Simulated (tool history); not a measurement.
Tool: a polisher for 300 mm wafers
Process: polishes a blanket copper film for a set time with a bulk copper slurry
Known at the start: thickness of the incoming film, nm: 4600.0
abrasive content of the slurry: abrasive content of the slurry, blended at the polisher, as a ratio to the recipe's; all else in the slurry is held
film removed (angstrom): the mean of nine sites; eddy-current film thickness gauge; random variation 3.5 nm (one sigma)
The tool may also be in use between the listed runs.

run	day	flow of slurry (ml/min)	pressure of the wafer on the pad (psi)	speed of the pad under the wafer (cm/s)	abrasive content of the slurry	polishing time (s)	film removed (angstrom)
1	0	220	3.1	86	1	54	5288.9
2	0.275	220	2.9	86	1	54	4961.6
3	0.567	220	3.5	86	1	54	5938.8
4	0.729	220	3.2	86	1	54	5427.7
5	1.038	175	3.2	86	1	54	5266.9
6	1.179	175	3.2	86	1	57	5528.8
7	1.496	170	2.3	84	1	57	3955.2
8	1.762	165	2.3	84	1	57	3955.2
9	2.138	165	2.3	84	1	57	3950.8
10	2.5	160	2.3	84	1	57	3931.6

The next listed run, before its measurement:
11	2.683	155	2.3	84	1	57	?

{"run 11": {"film removed (angstrom)": 3932.5}}

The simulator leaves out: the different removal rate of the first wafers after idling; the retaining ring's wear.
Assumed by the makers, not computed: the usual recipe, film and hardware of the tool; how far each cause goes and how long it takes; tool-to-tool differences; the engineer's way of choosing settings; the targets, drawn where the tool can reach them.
